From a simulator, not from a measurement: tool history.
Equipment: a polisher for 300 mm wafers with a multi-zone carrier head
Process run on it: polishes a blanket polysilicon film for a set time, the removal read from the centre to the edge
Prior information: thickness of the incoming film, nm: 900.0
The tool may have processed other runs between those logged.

| run | hour | flow of slurry (ml/min) | pressure of the head's centre zone | pressure of the head's middle zone | pressure of the head's edge zone | polishing time (s) | film removed at the wafer's centre (nm) | film removed at mid-radius (nm) | film removed at the wafer's edge (nm) |
|---|---|---|---|---|---|---|---|---|---|
| 1 | 0 | 220 | 1 | 1 | 1 | 37 | 232.47 | 209.25 | 208.54 |
| 2 | 1.4 | 220 | 0.99 | 0.98 | 0.96 | 32 | 201.98 | 175.13 | 180.63 |
| 3 | 5.8 | 220 | 0.99 | 0.98 | 0.9 | 32 | 200.64 | 180.28 | 175.73 |
| 4 | 14 | 215 | 0.99 | 0.97 | 0.88 | 28 | 173.87 | 153.34 | 150.99 |
| 5 | 19.4 | 205 | 0.99 | 0.96 | 0.86 | 26 | 159.15 | 143.2 | 138.16 |
| 6 | 24.2 | 155 | 0.99 | 0.96 | 0.86 | 26 | 149.91 | 134.88 | 136.65 |
| 7 | 26.7 | 170 | 0.99 | 0.95 | 0.85 | 24 | 143.02 | 125.63 | 121.12 |
| 8 | 33.6 | 165 | 0.98 | 0.94 | 0.84 | 24 | 142.15 | 124.44 | 122.15 |
| 9 | 38.7 | 160 | 0.97 | 0.93 | 0.83 | 24 | 138.51 | 120.63 | 120.76 |
|  | 39.6 | centre zone pressure recalibrated |
| 10 | 39.6 | 160 | 0.97 | 0.93 | 0.82 | 24 | 124.01 | 121.04 | 124.72 |
| 11 | 40.7 | 170 | 0.98 | 0.92 | 0.82 | 23 | 123.49 | 117.06 | 117.5 |

Expected results for the next run?
| 12 | 41.4 | 210 | 1.03 | 0.87 | 0.81 | 23 | ? | ? | ? |

film removed at the wafer's centre (nm): 134.71
film removed at mid-radius (nm): 117.23
film removed at the wafer's edge (nm): 118.34
